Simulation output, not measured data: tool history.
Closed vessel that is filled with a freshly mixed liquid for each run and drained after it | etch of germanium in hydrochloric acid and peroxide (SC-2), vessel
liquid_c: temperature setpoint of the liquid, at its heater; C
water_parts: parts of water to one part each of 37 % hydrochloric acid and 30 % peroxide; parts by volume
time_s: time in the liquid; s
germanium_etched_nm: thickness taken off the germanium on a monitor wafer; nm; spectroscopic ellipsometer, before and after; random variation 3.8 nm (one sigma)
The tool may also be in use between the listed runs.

Run 1, hour 0.0: liquid_c 51 C, water_parts 6 parts by volume, time_s 95 s. Result: germanium_etched_nm 345.58 nm.
Run 2, hour 4.9: liquid_c 51 C, water_parts 6 parts by volume, time_s 100 s. Result: germanium_etched_nm 363.19 nm.
Run 3, hour 7.1: liquid_c 52 C, water_parts 6 parts by volume, time_s 100 s. Result: germanium_etched_nm 369.68 nm.
Run 4, hour 14.6: liquid_c 52 C, water_parts 6 parts by volume, time_s 95 s. Result: germanium_etched_nm 356.77 nm.
Run 5, hour 16.7: liquid_c 52 C, water_parts 6 parts by volume, time_s 100 s. Result: germanium_etched_nm 376.80 nm.
Run 6, hour 17.7: liquid_c 52 C, water_parts 6 parts by volume, time_s 95 s. Result: germanium_etched_nm 360.42 nm.
Run 7, hour 26.5: liquid_c 53 C, water_parts 6 parts by volume, time_s 95 s. Result: germanium_etched_nm 370.64 nm.

Forecast run 8:
At hour 33.9: chemicals flow meter replaced.
Run 8, hour 33.9: liquid_c 54 C, water_parts 6 parts by volume, time_s 95 s. Result: germanium_etched_nm ?.

Run 8 gave germanium_etched_nm 381.18 nm.

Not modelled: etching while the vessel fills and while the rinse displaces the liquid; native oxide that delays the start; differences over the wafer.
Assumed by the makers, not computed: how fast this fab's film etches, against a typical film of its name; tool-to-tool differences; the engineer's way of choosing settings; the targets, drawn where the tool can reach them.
